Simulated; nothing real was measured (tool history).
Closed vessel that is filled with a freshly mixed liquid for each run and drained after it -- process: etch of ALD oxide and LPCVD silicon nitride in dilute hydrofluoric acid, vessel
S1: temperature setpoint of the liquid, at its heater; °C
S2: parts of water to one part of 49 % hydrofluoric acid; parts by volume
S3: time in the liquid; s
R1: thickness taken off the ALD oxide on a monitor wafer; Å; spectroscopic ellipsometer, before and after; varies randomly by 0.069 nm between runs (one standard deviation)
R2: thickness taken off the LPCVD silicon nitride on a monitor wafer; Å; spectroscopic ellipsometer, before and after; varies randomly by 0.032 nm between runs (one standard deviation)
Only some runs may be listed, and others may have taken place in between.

{"run": 1, "day": 0.0, "S1": 24, "S2": 125, "S3": 105, "R1": 102.68, "R2": 3.8289}
{"run": 2, "day": 0.35, "S1": 24, "S2": 95, "S3": 105, "R1": 140.53, "R2": 5.1687}
{"run": 3, "day": 0.717, "S1": 24, "S2": 95, "S3": 60, "R1": 80.054, "R2": 2.8125}
{"run": 4, "day": 0.775, "S1": 26.5, "S2": 95, "S3": 60, "R1": 88.528, "R2": 2.8333}
{"run": 5, "day": 0.967, "S1": 29.5, "S2": 95, "S3": 60, "R1": 99.65, "R2": 4.1956}
{"run": 6, "day": 1.25, "S1": 27, "S2": 95, "S3": 60, "R1": 90.01, "R2": 3.302}
{"run": 7, "day": 1.562, "S1": 29, "S2": 60, "S3": 60, "R1": 161.91, "R2": 6.3812}
{"run": 8, "day": 1.742, "S1": 28, "S2": 60, "S3": 60, "R1": 155.98, "R2": 5.9258}
{"run": 9, "day": 1.904, "S1": 24, "S2": 60, "S3": 60, "R1": 132.26, "R2": 4.2471}

For run 10, what comes out?
{"run": 10, "day": 2.133, "S1": 23.5, "S2": 60, "S3": 60, "R1": "?", "R2": "?"}

R1: 130.24 Å
R2: 4.0059 Å
